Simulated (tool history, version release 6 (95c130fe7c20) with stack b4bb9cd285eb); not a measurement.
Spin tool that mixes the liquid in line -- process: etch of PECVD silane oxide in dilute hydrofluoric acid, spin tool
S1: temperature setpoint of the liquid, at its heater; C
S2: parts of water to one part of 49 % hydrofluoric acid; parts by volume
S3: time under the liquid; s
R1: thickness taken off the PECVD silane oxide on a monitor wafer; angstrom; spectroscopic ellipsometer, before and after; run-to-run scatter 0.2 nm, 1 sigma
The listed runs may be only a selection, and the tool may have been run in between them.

Run 1, hour 0.0: S1 22.0 C, S2 225 parts by volume, S3 315 s. Result: R1 392.23 angstrom.
Run 2, hour 1.4: S1 21.0 C, S2 235 parts by volume, S3 315 s. Result: R1 354.97 angstrom.
Run 3, hour 10.2: S1 21.0 C, S2 270 parts by volume, S3 315 s. Result: R1 303.07 angstrom.
Run 4, hour 15.6: S1 20.0 C, S2 270 parts by volume, S3 315 s. Result: R1 292.32 angstrom.
Run 5, hour 19.8: S1 19.5 C, S2 275 parts by volume, S3 315 s. Result: R1 280.60 angstrom.
Run 6, hour 25.3: S1 19.0 C, S2 275 parts by volume, S3 315 s. Result: R1 274.26 angstrom.
Run 7, hour 28.7: S1 18.5 C, S2 275 parts by volume, S3 315 s. Result: R1 269.81 angstrom.

Forecast run 8:
Run 8, hour 29.7: S1 18.0 C, S2 275 parts by volume, S3 315 s. Result: R1 ?.

{"run 8": {"R1": 259.19}}

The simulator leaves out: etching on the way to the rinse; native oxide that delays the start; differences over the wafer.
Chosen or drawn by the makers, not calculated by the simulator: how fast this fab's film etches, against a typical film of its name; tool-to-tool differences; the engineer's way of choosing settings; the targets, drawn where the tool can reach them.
